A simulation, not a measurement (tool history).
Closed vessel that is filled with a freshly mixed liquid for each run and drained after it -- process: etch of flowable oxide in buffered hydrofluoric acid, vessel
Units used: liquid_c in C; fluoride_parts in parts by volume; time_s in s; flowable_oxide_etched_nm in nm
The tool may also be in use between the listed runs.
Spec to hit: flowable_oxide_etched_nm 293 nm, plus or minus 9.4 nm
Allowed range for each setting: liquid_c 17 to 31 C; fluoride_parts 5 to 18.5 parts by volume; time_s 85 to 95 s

{"run": 1, "day": 0.0, "liquid_c": 23, "fluoride_parts": 11.5, "time_s": 85, "flowable_oxide_etched_nm": 128.74}
{"run": 2, "day": 0.3, "liquid_c": 23, "fluoride_parts": 11.5, "time_s": 85, "flowable_oxide_etched_nm": 130.36}
{"run": 3, "day": 0.596, "liquid_c": 20.5, "fluoride_parts": 11.5, "time_s": 85, "flowable_oxide_etched_nm": 113.05}
{"run": 4, "day": 0.967, "liquid_c": 23, "fluoride_parts": 10, "time_s": 85, "flowable_oxide_etched_nm": 148.41}
{"run": 5, "day": 1.175, "liquid_c": 25, "fluoride_parts": 9.5, "time_s": 85, "flowable_oxide_etched_nm": 171.64}
{"run": 6, "day": 1.533, "liquid_c": 26.5, "fluoride_parts": 9, "time_s": 85, "flowable_oxide_etched_nm": 190.31}
{"run": 7, "day": 1.588, "liquid_c": 27.5, "fluoride_parts": 8.5, "time_s": 85, "flowable_oxide_etched_nm": 210.52}
{"run": 8, "day": 1.792, "liquid_c": 28.5, "fluoride_parts": 8, "time_s": 85, "flowable_oxide_etched_nm": 241.21}

Below are 4 possible settings for the next run. Only one of them brings all results inside the allowed miss of their targets. Which is it?
{"run": "A", "day": 1.996, "liquid_c": 27.5, "fluoride_parts": 5.5, "time_s": 90, "flowable_oxide_etched_nm": "?"}
{"run": "B", "day": 1.996, "liquid_c": 28, "fluoride_parts": 7, "time_s": 85, "flowable_oxide_etched_nm": "?"}
{"run": "C", "day": 1.996, "liquid_c": 31, "fluoride_parts": 8, "time_s": 90, "flowable_oxide_etched_nm": "?"}
{"run": "D", "day": 1.996, "liquid_c": 30, "fluoride_parts": 8.5, "time_s": 90, "flowable_oxide_etched_nm": "?"}

move=A flowable_oxide_etched_nm=340.27
move=B flowable_oxide_etched_nm=268.3
move=C flowable_oxide_etched_nm=287.95
move=D flowable_oxide_etched_nm=255.95
A: moves the result that the last run missed by most past its target, out the other side
B: an improvement on the last run, though not all results are within tolerance
C: all results in spec
D: an improvement on the last run, though not all results are within tolerance
C meets every target.

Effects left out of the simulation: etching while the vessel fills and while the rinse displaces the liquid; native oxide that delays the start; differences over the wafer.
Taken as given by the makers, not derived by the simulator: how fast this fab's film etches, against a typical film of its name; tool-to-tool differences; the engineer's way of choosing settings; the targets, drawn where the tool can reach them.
